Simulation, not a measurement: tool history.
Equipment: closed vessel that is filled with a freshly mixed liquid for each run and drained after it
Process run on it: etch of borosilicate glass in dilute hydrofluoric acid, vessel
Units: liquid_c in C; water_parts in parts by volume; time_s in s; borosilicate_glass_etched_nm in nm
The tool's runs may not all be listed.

run    day  liquid_c  water_parts  time_s  borosilicate_glass_etched_nm
  1  0.000      23.0          105     100                        43.809
  2  0.062      24.0          100     100                        48.168
  3  0.162      26.0          100     100                        52.449
  4  0.258      26.0           85     100                        62.480
  5  0.388      26.0           85     110                        68.615
  6  0.433      26.5           85     110                        70.257
  7  0.538      27.0           85     110                        70.878
  8  0.583      27.5           80     110                        77.273
  9  0.796      28.0           80     110                        80.046

Run 10 has not been measured yet. What should we expect?
 10  0.971      28.5           80     110                             ?

borosilicate_glass_etched_nm: 80.998 nm

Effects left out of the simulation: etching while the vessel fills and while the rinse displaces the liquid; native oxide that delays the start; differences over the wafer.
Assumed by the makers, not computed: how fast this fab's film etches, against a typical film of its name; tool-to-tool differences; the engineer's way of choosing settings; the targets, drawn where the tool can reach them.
